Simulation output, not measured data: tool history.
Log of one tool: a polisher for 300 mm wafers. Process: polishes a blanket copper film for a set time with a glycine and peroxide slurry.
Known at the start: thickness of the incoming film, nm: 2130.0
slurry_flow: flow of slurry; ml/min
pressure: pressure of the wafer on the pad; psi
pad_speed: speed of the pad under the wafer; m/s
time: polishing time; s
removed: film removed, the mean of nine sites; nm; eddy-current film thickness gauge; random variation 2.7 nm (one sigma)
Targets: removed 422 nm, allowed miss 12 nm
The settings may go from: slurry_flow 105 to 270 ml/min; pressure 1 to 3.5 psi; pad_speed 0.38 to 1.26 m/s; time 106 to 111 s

{"run": 1, "hour": 0.0, "slurry_flow": 175, "pressure": 2.2, "pad_speed": 0.82, "time": 106, "removed": 333.98}
{"run": 2, "hour": 7.5, "slurry_flow": 175, "pressure": 2.2, "pad_speed": 0.82, "time": 106, "removed": 331.25}
{"run": 3, "hour": 14.4, "slurry_flow": 175, "pressure": 2.7, "pad_speed": 0.82, "time": 106, "removed": 388.74}
{"run": 4, "hour": 20.0, "slurry_flow": 180, "pressure": 2.7, "pad_speed": 0.82, "time": 106, "removed": 389.83}
{"run": 5, "hour": 25.6, "slurry_flow": 180, "pressure": 2.7, "pad_speed": 0.74, "time": 106, "removed": 362.36}
{"run": 6, "hour": 31.1, "slurry_flow": 185, "pressure": 2.8, "pad_speed": 0.74, "time": 106, "removed": 376.78}
{"run": 7, "hour": 34.6, "slurry_flow": 190, "pressure": 2.8, "pad_speed": 0.74, "time": 106, "removed": 371.62}
{"run": 8, "hour": 35.5, "slurry_flow": 190, "pressure": 2.9, "pad_speed": 0.74, "time": 106, "removed": 381.29}

Which of these 5 next moves meets every target?
{"run": "A", "hour": 36.4, "slurry_flow": 160, "pressure": 2.3, "pad_speed": 0.86, "time": 107, "removed": "?"}
{"run": "B", "hour": 36.4, "slurry_flow": 180, "pressure": 2.4, "pad_speed": 0.82, "time": 108, "removed": "?"}
{"run": "C", "hour": 36.4, "slurry_flow": 170, "pressure": 2, "pad_speed": 0.94, "time": 108, "removed": "?"}
{"run": "D", "hour": 36.4, "slurry_flow": 205, "pressure": 2.9, "pad_speed": 0.8, "time": 108, "removed": "?"}
{"run": "E", "hour": 36.4, "slurry_flow": 125, "pressure": 2.9, "pad_speed": 0.62, "time": 107, "removed": "?"}

move=A removed=359.75
move=B removed=368.24
move=C removed=349.7
move=D removed=425.92
move=E removed=332.93
A: further off than the last run
B: further off than the last run
C: further off than the last run
D: meets every target
E: further off than the last run
The right move is D.
